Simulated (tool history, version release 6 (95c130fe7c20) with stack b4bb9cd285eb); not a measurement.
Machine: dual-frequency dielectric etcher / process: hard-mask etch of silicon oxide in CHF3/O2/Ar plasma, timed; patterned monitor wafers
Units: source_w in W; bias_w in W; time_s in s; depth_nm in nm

Run 1, day 0: source_w 740 W, bias_w 165 W, time_s 23.5 s. Result: depth_nm 52.711 nm.
Run 2, day 0.362: source_w 710 W, bias_w 163 W, time_s 23.5 s. Result: depth_nm 51.336 nm.
Run 3, day 0.488: source_w 690 W, bias_w 162 W, time_s 23.5 s. Result: depth_nm 49.851 nm.
Run 4, day 0.792: source_w 690 W, bias_w 162 W, time_s 25 s. Result: depth_nm 53.863 nm.
Run 5, day 1.071: source_w 660 W, bias_w 161 W, time_s 25 s. Result: depth_nm 52.511 nm.
Run 6, day 1.283: source_w 660 W, bias_w 161 W, time_s 25 s. Result: depth_nm 51.928 nm.
Run 7, day 1.608: source_w 640 W, bias_w 161 W, time_s 25 s. Result: depth_nm 50.776 nm.
Run 8, day 1.638: source_w 630 W, bias_w 161 W, time_s 25 s. Result: depth_nm 50.751 nm.
Run 9, day 1.862: source_w 620 W, bias_w 161 W, time_s 25 s. Result: depth_nm 50.793 nm.
Run 10, day 1.983: source_w 610 W, bias_w 161 W, time_s 25 s. Result: depth_nm 50.363 nm.

Run 11, settings as shown, results not yet in. Your forecast:
Run 11, day 2.267: source_w 600 W, bias_w 161 W, time_s 25 s. Result: depth_nm ?.

depth_nm: 50.238 nm
